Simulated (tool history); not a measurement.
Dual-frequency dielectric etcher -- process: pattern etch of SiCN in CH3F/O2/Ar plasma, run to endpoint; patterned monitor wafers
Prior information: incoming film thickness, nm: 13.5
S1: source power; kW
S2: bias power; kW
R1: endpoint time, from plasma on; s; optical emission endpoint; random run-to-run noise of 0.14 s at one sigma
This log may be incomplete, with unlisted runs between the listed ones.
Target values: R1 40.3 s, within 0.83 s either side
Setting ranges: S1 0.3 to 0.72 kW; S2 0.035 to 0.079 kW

Run 1, hour 0: S1 0.51 kW, S2 0.057 kW. Result: R1 35.899 s.
Run 2, hour 8.3: S1 0.51 kW, S2 0.063 kW. Result: R1 34.462 s.
Run 3, hour 12.7: S1 0.51 kW, S2 0.069 kW. Result: R1 33.659 s.
Run 4, hour 13.6: S1 0.51 kW, S2 0.073 kW. Result: R1 32.958 s.
Run 5, hour 22: S1 0.45 kW, S2 0.073 kW. Result: R1 35.331 s.
Run 6, hour 25.8: S1 0.5 kW, S2 0.073 kW. Result: R1 33.35 s.
Run 7, hour 30.9: S1 0.48 kW, S2 0.073 kW. Result: R1 34.277 s.
Run 8, hour 35.1: S1 0.46 kW, S2 0.073 kW. Result: R1 34.901 s.
Run 9, hour 40.3: S1 0.44 kW, S2 0.073 kW. Result: R1 35.773 s.
Run 10, hour 45.3: S1 0.43 kW, S2 0.073 kW. Result: R1 36.275 s.
Run 11, hour 47.4: S1 0.33 kW, S2 0.07 kW. Result: R1 44.201 s.

Next run, 4 choices. One meets every target within its allowed miss, the rest don't. Which?
Run A, hour 49.5: S1 0.37 kW, S2 0.07 kW. Result: R1 ?.
Run B, hour 49.5: S1 0.43 kW, S2 0.067 kW. Result: R1 ?.
Run C, hour 49.5: S1 0.32 kW, S2 0.066 kW. Result: R1 ?.
Run D, hour 49.5: S1 0.36 kW, S2 0.068 kW. Result: R1 ?.

move      R1
   A  40.724
   B  37.536
   C  46.171
   D   41.92
A: every result lands within tolerance
B: moves the result that the last run missed by most past its target, out the other side
C: the biggest miss grows against the last run
D: moves toward the targets from the last run without getting all of them in spec
The right move is A.
